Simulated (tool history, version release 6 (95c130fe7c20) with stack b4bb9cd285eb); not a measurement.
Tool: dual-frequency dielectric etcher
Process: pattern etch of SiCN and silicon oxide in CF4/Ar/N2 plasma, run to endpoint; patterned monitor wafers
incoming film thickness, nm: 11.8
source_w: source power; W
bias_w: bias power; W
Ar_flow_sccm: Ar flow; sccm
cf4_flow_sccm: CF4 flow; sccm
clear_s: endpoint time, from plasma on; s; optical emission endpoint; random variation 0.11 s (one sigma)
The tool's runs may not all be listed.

{"run": 1, "hour": 0.0, "source_w": 370, "bias_w": 64, "Ar_flow_sccm": 97, "cf4_flow_sccm": 47, "clear_s": 16.952}
{"run": 2, "hour": 7.7, "source_w": 370, "bias_w": 64, "Ar_flow_sccm": 97, "cf4_flow_sccm": 50, "clear_s": 16.535}
{"run": 3, "hour": 11.5, "source_w": 370, "bias_w": 64, "Ar_flow_sccm": 81, "cf4_flow_sccm": 50, "clear_s": 16.271}
{"run": 4, "hour": 20.3, "source_w": 370, "bias_w": 64, "Ar_flow_sccm": 67, "cf4_flow_sccm": 50, "clear_s": 15.86}
{"run": 5, "hour": 26.7, "source_w": 370, "bias_w": 74, "Ar_flow_sccm": 67, "cf4_flow_sccm": 50, "clear_s": 15.015}
{"run": 6, "hour": 34.8, "source_w": 340, "bias_w": 70, "Ar_flow_sccm": 69, "cf4_flow_sccm": 50, "clear_s": 16.295}
{"run": 7, "hour": 40.1, "source_w": 320, "bias_w": 65, "Ar_flow_sccm": 71, "cf4_flow_sccm": 50, "clear_s": 17.639}

Run 8 comes next. What will it give?
{"run": 8, "hour": 48.7, "source_w": 300, "bias_w": 62, "Ar_flow_sccm": 72, "cf4_flow_sccm": 50, "clear_s": "?"}

clear_s: 18.894 s

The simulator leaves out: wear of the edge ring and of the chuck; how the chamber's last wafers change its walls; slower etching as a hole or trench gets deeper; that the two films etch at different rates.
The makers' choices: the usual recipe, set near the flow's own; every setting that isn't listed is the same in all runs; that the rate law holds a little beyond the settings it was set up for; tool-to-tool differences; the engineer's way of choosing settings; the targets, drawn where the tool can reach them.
